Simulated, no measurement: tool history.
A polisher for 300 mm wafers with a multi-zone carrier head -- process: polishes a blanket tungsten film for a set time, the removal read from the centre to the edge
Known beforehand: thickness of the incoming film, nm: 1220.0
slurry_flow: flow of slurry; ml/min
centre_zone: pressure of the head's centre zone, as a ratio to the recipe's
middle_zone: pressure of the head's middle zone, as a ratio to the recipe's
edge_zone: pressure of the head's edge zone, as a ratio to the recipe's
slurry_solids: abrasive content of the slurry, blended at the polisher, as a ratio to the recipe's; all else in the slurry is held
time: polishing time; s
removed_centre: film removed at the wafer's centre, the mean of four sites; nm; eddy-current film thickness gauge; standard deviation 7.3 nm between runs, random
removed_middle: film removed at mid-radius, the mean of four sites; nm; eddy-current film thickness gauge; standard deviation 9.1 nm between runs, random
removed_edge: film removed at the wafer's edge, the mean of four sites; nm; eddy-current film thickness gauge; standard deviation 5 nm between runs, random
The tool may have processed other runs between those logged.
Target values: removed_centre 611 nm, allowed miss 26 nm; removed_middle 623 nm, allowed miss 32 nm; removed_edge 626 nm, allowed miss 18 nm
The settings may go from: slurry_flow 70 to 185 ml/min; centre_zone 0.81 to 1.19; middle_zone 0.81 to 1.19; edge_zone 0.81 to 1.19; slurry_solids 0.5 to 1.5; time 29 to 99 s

run,day,slurry_flow,centre_zone,middle_zone,edge_zone,slurry_solids,time,removed_centre,removed_middle,removed_edge
1,0,120,1,1,1,1,64,444.17,445.68,462.27
2,0.279,120,1.06,1,1,1,64,468.55,442.7,461.9
3,0.562,125,1.06,1.02,1.02,1.1,65,490.55,470.89,482.62
4,0.758,125,1.06,0.94,1.02,1.1,65,492.13,439.68,480.77
5,1.046,125,0.98,0.94,1.02,1.1,65,450.3,440.64,487.97
6,1.312,130,0.99,0.96,1.03,1.2,66,479.65,468.75,509.52
# day 1.533: edge zone pressure recalibrated
7,1.533,135,1,0.98,1.04,1.25,67,495.2,494.58,494.84
8,1.729,135,1,0.98,1.04,1.25,70,518.07,532.68,522.69
9,1.846,135,1,0.98,1.04,1.25,70,525.74,519.46,522.24
10,2.046,135,0.99,0.98,1.05,1.25,72,520.38,535.7,541.11

Below are 5 possible settings for the next run. Only one of them brings all results inside the allowed miss of their targets. Which is it?
A,2.246,135,0.95,0.94,1.07,1.2,88,?,?,?
B,2.246,160,1.05,1,0.97,1.25,80,?,?,?
C,2.246,150,1.13,0.91,1.07,1.5,72,?,?,?
D,2.246,130,1.02,1.03,1.11,1.4,80,?,?,?
E,2.246,105,0.85,0.91,1.04,1.1,98,?,?,?

move,removed_centre,removed_middle,removed_edge
A,605.39,616.11,671.6
B,638.74,615.81,601.26
C,633.17,524.7,584.66
D,604.35,618.41,636.94
E,549.44,614.96,692.76
A: moves the result that the last run missed by most past its target, out the other side
B: nearer than the last run, and not there yet
C: nearer than the last run, and not there yet
D: hits every target within its allowed miss
E: moves the result that the last run missed by most past its target, out the other side
The move that meets every target is D.
